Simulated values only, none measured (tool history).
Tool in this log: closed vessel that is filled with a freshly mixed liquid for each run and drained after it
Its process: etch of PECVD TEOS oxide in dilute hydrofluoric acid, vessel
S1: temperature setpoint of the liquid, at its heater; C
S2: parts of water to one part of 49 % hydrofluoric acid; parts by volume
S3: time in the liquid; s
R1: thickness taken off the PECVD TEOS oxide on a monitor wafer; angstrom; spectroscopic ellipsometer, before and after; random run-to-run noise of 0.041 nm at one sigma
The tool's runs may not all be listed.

| run | hour | S1 | S2 | S3 | R1 |
|---|---|---|---|---|---|
| 1 | 0.0 | 26.0 | 100 | 90 | 81.015 |
| 2 | 6.3 | 26.0 | 85 | 90 | 97.103 |
| 3 | 15.3 | 26.0 | 85 | 90 | 97.069 |
| 4 | 15.9 | 25.0 | 90 | 90 | 88.044 |
| 5 | 19.0 | 25.0 | 90 | 100 | 97.966 |
| 6 | 24.7 | 26.5 | 90 | 100 | 104.370 |
| 7 | 33.7 | 25.5 | 95 | 100 | 93.584 |
| 8 | 37.1 | 24.5 | 95 | 100 | 89.943 |
| 9 | 42.6 | 23.5 | 95 | 100 | 86.091 |
| 10 | 50.3 | 22.5 | 95 | 100 | 83.378 |

What will run 11 give?
|  | 54.2 | thermometer replaced |
| 11 | 54.2 | 18.5 | 115 | 100 | ? |

R1: 62.827 angstrom

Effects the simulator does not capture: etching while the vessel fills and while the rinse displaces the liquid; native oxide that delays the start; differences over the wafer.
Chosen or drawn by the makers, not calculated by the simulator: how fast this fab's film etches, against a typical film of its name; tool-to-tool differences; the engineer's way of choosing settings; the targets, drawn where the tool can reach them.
